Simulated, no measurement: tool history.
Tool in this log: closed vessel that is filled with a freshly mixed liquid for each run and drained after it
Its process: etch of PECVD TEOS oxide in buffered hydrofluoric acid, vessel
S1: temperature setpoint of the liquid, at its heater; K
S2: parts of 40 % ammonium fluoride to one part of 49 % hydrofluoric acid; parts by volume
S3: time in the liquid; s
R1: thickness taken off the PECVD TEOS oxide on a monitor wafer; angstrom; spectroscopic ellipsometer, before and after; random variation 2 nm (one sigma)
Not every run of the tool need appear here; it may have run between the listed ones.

run,day,S1,S2,S3,R1
1,0,296.15,17.5,85,1751.5
2,0.192,296.65,17.5,85,1795
3,0.242,297.15,17.5,85,1854.2
4,0.467,297.65,17.5,85,1901.6
5,0.7,297.65,17.5,85,1894.2
6,0.758,297.65,21,85,1578.5
7,0.817,298.65,21,85,1699.3
8,0.858,299.15,21,85,1757.5

The next listed run, before its measurement:
9,1.196,299.65,21,85,?

Logged for run 9: R1 1777.1 angstrom.

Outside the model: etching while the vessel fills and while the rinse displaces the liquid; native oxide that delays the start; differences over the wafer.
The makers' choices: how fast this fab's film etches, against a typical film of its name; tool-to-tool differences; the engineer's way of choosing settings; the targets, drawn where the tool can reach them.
